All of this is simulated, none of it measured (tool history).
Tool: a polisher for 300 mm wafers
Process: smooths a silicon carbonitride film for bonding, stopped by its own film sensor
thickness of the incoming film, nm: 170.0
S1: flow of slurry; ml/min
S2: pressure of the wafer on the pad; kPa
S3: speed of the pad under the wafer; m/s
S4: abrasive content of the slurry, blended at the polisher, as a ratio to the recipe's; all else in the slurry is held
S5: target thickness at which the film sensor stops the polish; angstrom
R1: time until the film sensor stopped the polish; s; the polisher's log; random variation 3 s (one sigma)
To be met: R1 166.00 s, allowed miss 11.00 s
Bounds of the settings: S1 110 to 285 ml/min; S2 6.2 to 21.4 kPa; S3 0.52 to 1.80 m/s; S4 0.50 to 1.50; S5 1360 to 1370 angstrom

Run 1, hour 0.0: S1 180 ml/min, S2 13.8 kPa, S3 1.16 m/s, S4 1.00, S5 1370 angstrom. Result: R1 115.28 s.
Run 2, hour 4.4: S1 180 ml/min, S2 13.8 kPa, S3 1.16 m/s, S4 1.00, S5 1370 angstrom. Result: R1 109.34 s.
Run 3, hour 10.4: S1 180 ml/min, S2 13.8 kPa, S3 1.16 m/s, S4 1.10, S5 1370 angstrom. Result: R1 105.62 s.
Run 4, hour 11.3: S1 180 ml/min, S2 13.1 kPa, S3 1.14 m/s, S4 1.10, S5 1370 angstrom. Result: R1 112.61 s.
Run 5, hour 19.9: S1 180 ml/min, S2 12.4 kPa, S3 1.12 m/s, S4 1.10, S5 1370 angstrom. Result: R1 119.11 s.
Run 6, hour 23.8: S1 180 ml/min, S2 11.7 kPa, S3 1.10 m/s, S4 1.10, S5 1370 angstrom. Result: R1 129.77 s.
Run 7, hour 29.2: S1 180 ml/min, S2 11.0 kPa, S3 1.10 m/s, S4 1.10, S5 1370 angstrom. Result: R1 135.68 s.
Run 8, hour 35.6: S1 180 ml/min, S2 8.3 kPa, S3 1.06 m/s, S4 1.10, S5 1370 angstrom. Result: R1 185.27 s.

Which of these 4 next moves meets every target?
Run A, hour 42.0: S1 165 ml/min, S2 9.0 kPa, S3 1.04 m/s, S4 1.00, S5 1360 angstrom. Result: R1 ?.
Run B, hour 42.0: S1 200 ml/min, S2 10.3 kPa, S3 0.84 m/s, S4 1.20, S5 1370 angstrom. Result: R1 ?.
Run C, hour 42.0: S1 195 ml/min, S2 10.3 kPa, S3 1.10 m/s, S4 1.05, S5 1370 angstrom. Result: R1 ?.
Run D, hour 42.0: S1 165 ml/min, S2 9.0 kPa, S3 1.52 m/s, S4 1.00, S5 1370 angstrom. Result: R1 ?.

move      R1
   A  192.00
   B  171.38
   C  148.23
   D  137.56
A: further off than the last run
B: meets every target
C: takes the result that was furthest off past its target
D: takes the result that was furthest off past its target
Answer: B

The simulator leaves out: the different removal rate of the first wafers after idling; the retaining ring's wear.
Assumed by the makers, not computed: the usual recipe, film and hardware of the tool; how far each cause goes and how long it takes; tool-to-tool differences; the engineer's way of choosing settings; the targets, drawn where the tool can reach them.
